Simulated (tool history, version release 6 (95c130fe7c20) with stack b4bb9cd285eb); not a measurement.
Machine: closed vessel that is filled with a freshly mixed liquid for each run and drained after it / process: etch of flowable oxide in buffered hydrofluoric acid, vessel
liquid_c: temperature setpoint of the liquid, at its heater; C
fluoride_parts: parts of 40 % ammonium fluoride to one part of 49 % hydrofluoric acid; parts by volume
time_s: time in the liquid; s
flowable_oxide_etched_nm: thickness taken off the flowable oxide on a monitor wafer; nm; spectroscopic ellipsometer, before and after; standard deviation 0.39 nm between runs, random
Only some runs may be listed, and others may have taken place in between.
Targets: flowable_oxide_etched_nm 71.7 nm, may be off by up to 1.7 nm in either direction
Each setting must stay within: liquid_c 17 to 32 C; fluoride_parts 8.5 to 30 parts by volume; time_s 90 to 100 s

run 1 hour=0 | liquid_c=24 fluoride_parts=23.5 time_s=90 | flowable_oxide_etched_nm=92.407
run 2 hour=5.5 | liquid_c=23.5 fluoride_parts=23.5 time_s=90 | flowable_oxide_etched_nm=89.913
run 3 hour=11.7 | liquid_c=23 fluoride_parts=23.5 time_s=90 | flowable_oxide_etched_nm=87.72
run 4 hour=18.1 | liquid_c=22.5 fluoride_parts=23.5 time_s=90 | flowable_oxide_etched_nm=85.363
run 5 hour=20 | liquid_c=22 fluoride_parts=23.5 time_s=90 | flowable_oxide_etched_nm=83.558
run 6 hour=27.9 | liquid_c=22 fluoride_parts=23.5 time_s=100 | flowable_oxide_etched_nm=92.153
run 7 hour=32.4 | liquid_c=21.5 fluoride_parts=23.5 time_s=100 | flowable_oxide_etched_nm=90.524
run 8 hour=35 | liquid_c=21 fluoride_parts=23.5 time_s=100 | flowable_oxide_etched_nm=86.98
run 9 hour=40.3 | liquid_c=20.5 fluoride_parts=23.5 time_s=100 | flowable_oxide_etched_nm=85.096
run 10 hour=42.7 | liquid_c=20 fluoride_parts=23.5 time_s=100 | flowable_oxide_etched_nm=83.399
run 11 hour=45.1 | liquid_c=19.5 fluoride_parts=23.5 time_s=100 | flowable_oxide_etched_nm=79.995
run 12 hour=52.2 | liquid_c=18.5 fluoride_parts=23.5 time_s=100 | flowable_oxide_etched_nm=76.353
run 13 hour=60.2 | liquid_c=18 fluoride_parts=23.5 time_s=100 | flowable_oxide_etched_nm=74.766

Which one of the following 5 next-run settings gets every result inside its allowed miss? There is exactly one.
run A hour=68.2 | liquid_c=18.5 fluoride_parts=21 time_s=95 | flowable_oxide_etched_nm=?
run B hour=68.2 | liquid_c=18.5 fluoride_parts=23 time_s=100 | flowable_oxide_etched_nm=?
run C hour=68.2 | liquid_c=18.5 fluoride_parts=22.5 time_s=100 | flowable_oxide_etched_nm=?
run D hour=68.2 | liquid_c=17.5 fluoride_parts=20.5 time_s=100 | flowable_oxide_etched_nm=?
run E hour=68.2 | liquid_c=19 fluoride_parts=24.5 time_s=95 | flowable_oxide_etched_nm=?

move=A flowable_oxide_etched_nm=78.511
move=B flowable_oxide_etched_nm=77.615
move=C flowable_oxide_etched_nm=78.801
move=D flowable_oxide_etched_nm=79.438
move=E flowable_oxide_etched_nm=72.59
A: misses by more than the last run did
B: misses by more than the last run did
C: misses by more than the last run did
D: misses by more than the last run did
E: in spec on every target
Go with E: it meets all targets.
